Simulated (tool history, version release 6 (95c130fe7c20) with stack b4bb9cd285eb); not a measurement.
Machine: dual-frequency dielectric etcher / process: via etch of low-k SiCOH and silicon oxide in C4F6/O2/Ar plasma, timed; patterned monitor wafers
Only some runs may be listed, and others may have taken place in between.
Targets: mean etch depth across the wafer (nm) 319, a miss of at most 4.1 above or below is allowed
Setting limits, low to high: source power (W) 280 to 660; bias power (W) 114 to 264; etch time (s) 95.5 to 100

run  hour  source power (W)  bias power (W)  etch time (s)  mean etch depth across the wafer (nm)
  1     0               470             189           95.5                                    262
  2   7.3               470             203           95.5                                 269.48
  3    11               500             203           95.5                                    276
  4  19.2               430             203           95.5                                 259.61
  5  23.5               430             203            100                                 271.38
  6  29.2               470             204            100                                 281.83
  7    32               510             205            100                                 293.29
  8  36.2               530             206            100                                  299.2
  9  38.8               550             207            100                                 306.32
 10  46.1               560             207            100                                 305.74
 11  51.1               560             207            100                                 304.72
 12  59.5               570             208            100                                 308.95
 13  63.4               580             208            100                                 311.64
 14  65.3               590             208            100                                 313.43

Which of these 4 next moves meets every target?
  A  67.2               660             198           95.5                                      ?
  B  67.2               660             198           96.5                                      ?
  C  67.2               560             236             99                                      ?
  D  67.2               600             226           95.5                                      ?

move  mean etch depth across the wafer (nm)
   A                                 308.37
   B                                  311.6
   C                                 318.19
   D                                 311.01
A: misses by more than the last run did
B: misses by more than the last run did
C: every result within its allowed miss
D: misses by more than the last run did
The move that meets every target is C.

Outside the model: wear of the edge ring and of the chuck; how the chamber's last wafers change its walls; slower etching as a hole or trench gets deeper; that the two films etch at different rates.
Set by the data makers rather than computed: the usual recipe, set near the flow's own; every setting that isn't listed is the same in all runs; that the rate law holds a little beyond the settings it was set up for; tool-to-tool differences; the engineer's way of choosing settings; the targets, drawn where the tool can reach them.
